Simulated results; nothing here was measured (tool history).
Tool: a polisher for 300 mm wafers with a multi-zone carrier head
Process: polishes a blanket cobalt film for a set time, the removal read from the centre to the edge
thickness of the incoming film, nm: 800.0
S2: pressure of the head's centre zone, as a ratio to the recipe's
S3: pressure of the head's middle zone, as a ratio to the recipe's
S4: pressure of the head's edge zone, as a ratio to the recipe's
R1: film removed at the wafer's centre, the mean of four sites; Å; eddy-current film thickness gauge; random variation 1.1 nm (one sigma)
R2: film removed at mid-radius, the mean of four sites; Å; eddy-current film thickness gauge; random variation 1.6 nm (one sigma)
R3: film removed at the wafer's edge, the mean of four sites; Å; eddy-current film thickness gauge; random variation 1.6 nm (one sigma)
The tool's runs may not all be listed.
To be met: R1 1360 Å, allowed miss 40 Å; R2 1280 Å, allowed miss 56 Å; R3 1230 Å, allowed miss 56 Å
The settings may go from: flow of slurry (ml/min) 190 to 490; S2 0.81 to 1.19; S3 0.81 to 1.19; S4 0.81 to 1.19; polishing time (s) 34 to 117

Run 1, day 0: flow of slurry (ml/min) 315, S2 1, S3 1, S4 1, polishing time (s) 75. Result: R1 2092.6 Å, R2 2045.4 Å, R3 2098.1 Å.
Run 2, day 0.254: flow of slurry (ml/min) 315, S2 1, S3 1, S4 1.07, polishing time (s) 75. Result: R1 2079.2 Å, R2 2065.5 Å, R3 2193.8 Å.
Run 3, day 0.333: flow of slurry (ml/min) 390, S2 1, S3 1, S4 1.07, polishing time (s) 75. Result: R1 2125 Å, R2 2096.9 Å, R3 2205.9 Å.
Run 4, day 0.496: flow of slurry (ml/min) 390, S2 1, S3 1, S4 1.13, polishing time (s) 75. Result: R1 2114.9 Å, R2 2094.1 Å, R3 2237.6 Å.
Run 5, day 0.629: flow of slurry (ml/min) 410, S2 1.02, S3 1.01, S4 1.08, polishing time (s) 63. Result: R1 1837.5 Å, R2 1812.7 Å, R3 1849.1 Å.
Run 6, day 1: flow of slurry (ml/min) 420, S2 1.03, S3 1, S4 1.04, polishing time (s) 56. Result: R1 1643.6 Å, R2 1546.2 Å, R3 1613.2 Å.
Run 7, day 1.088: flow of slurry (ml/min) 425, S2 1.03, S3 1.01, S4 0.99, polishing time (s) 52. Result: R1 1521 Å, R2 1508.3 Å, R3 1445.4 Å.
Run 8, day 1.404: flow of slurry (ml/min) 425, S2 1.03, S3 0.99, S4 0.95, polishing time (s) 51. Result: R1 1500 Å, R2 1439.9 Å, R3 1415.6 Å.
Run 9, day 1.629: flow of slurry (ml/min) 425, S2 1.03, S3 0.98, S4 0.93, polishing time (s) 49. Result: R1 1428.3 Å, R2 1369.8 Å, R3 1325.7 Å.
Run 10, day 1.762: flow of slurry (ml/min) 425, S2 1.03, S3 0.97, S4 0.91, polishing time (s) 49. Result: R1 1424.4 Å, R2 1341.4 Å, R3 1341 Å.
Run 11, day 1.9: flow of slurry (ml/min) 410, S2 1.06, S3 1.01, S4 0.88, polishing time (s) 43. Result: R1 1297.7 Å, R2 1198.9 Å, R3 1161.8 Å.
Run 12, day 2.067: flow of slurry (ml/min) 420, S2 1.06, S3 1.01, S4 0.9, polishing time (s) 43. Result: R1 1281.6 Å, R2 1219.4 Å, R3 1184.1 Å.
Run 13, day 2.425: flow of slurry (ml/min) 420, S2 1.06, S3 1.01, S4 0.9, polishing time (s) 43. Result: R1 1307.8 Å, R2 1242.2 Å, R3 1159.8 Å.
Run 14, day 2.558: flow of slurry (ml/min) 425, S2 1.06, S3 1.01, S4 0.92, polishing time (s) 43. Result: R1 1302.7 Å, R2 1208.3 Å, R3 1151.1 Å.

Which of these 5 next moves meets every target?
Run A, day 2.692: flow of slurry (ml/min) 365, S2 1.12, S3 1.08, S4 0.93, polishing time (s) 42. Result: R1 ?, R2 ?, R3 ?.
Run B, day 2.692: flow of slurry (ml/min) 340, S2 1.1, S3 1, S4 0.93, polishing time (s) 40. Result: R1 ?, R2 ?, R3 ?.
Run C, day 2.692: flow of slurry (ml/min) 355, S2 1.06, S3 1, S4 0.9, polishing time (s) 46. Result: R1 ?, R2 ?, R3 ?.
Run D, day 2.692: flow of slurry (ml/min) 415, S2 1.01, S3 0.89, S4 0.86, polishing time (s) 44. Result: R1 ?, R2 ?, R3 ?.
Run E, day 2.692: flow of slurry (ml/min) 405, S2 1.19, S3 1.02, S4 0.92, polishing time (s) 40. Result: R1 ?, R2 ?, R3 ?.

move      R1      R2      R3
   A  1333.2  1238.7  1142.3
   B  1238.6  1099.2  1084.4
   C  1377.4  1268.6  1231.6
   D  1269.6  1113.6  1165.7
   E  1360.2  1131.8  1089.6
A: brings the result that was furthest off to its target, and leaves another outside
B: further off than the last run
C: meets every target
D: further off than the last run
E: brings the result that was furthest off to its target, and leaves another outside
Move C is the one to make.
